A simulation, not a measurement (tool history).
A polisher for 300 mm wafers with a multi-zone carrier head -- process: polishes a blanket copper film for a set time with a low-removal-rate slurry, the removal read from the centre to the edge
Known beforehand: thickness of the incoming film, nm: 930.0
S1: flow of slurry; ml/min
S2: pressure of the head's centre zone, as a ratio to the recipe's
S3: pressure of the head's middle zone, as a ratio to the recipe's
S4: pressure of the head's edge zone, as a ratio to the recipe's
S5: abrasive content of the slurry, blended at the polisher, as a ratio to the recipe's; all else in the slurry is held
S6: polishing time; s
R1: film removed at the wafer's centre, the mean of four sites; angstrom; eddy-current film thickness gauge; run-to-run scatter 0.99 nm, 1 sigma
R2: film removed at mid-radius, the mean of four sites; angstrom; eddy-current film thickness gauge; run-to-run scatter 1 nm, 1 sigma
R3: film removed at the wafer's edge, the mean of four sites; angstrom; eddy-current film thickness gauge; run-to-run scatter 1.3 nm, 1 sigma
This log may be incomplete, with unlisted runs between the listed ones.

| run | hour | S1 | S2 | S3 | S4 | S5 | S6 | R1 | R2 | R3 |
|---|---|---|---|---|---|---|---|---|---|---|
| 1 | 0 | 280 | 1 | 1 | 1 | 1 | 39 | 1643.7 | 1660.2 | 1639.4 |
| 2 | 5.4 | 285 | 1.02 | 1 | 0.96 | 0.85 | 34 | 1380.1 | 1387.9 | 1348.8 |
| 3 | 14.1 | 285 | 1.02 | 1 | 0.96 | 0.95 | 34 | 1450.5 | 1433.9 | 1371.6 |
| 4 | 16.4 | 295 | 1.04 | 1 | 0.93 | 0.85 | 31 | 1302.1 | 1258.6 | 1197.7 |
| 5 | 17.8 | 300 | 1.05 | 1.01 | 0.91 | 0.75 | 30 | 1215.1 | 1196.3 | 1118.4 |
| 6 | 19.4 | 325 | 1.05 | 1.01 | 0.91 | 0.75 | 30 | 1209 | 1173.7 | 1127.4 |
| 7 | 19.9 | 315 | 1.06 | 1.01 | 0.88 | 0.7 | 29 | 1143.2 | 1123.1 | 1008.9 |
| 8 | 21.1 | 320 | 1.05 | 0.98 | 0.86 | 0.7 | 29 | 1148.9 | 1092.4 | 1046.3 |
| 9 | 25.9 | 265 | 1.08 | 1.01 | 0.84 | 0.5 | 26 | 898.53 | 848.96 | 795.56 |
| 10 | 34.9 | 300 | 1.08 | 1.02 | 0.85 | 0.5 | 26 | 914.92 | 859.36 | 795.54 |

Run 11 comes next. What will it give?
| 11 | 43.7 | 320 | 1.08 | 1.03 | 0.86 | 0.55 | 26 | ? | ? | ? |

{"run 11": {"R1": 956.8, "R2": 913.39, "R3": 831.17}}
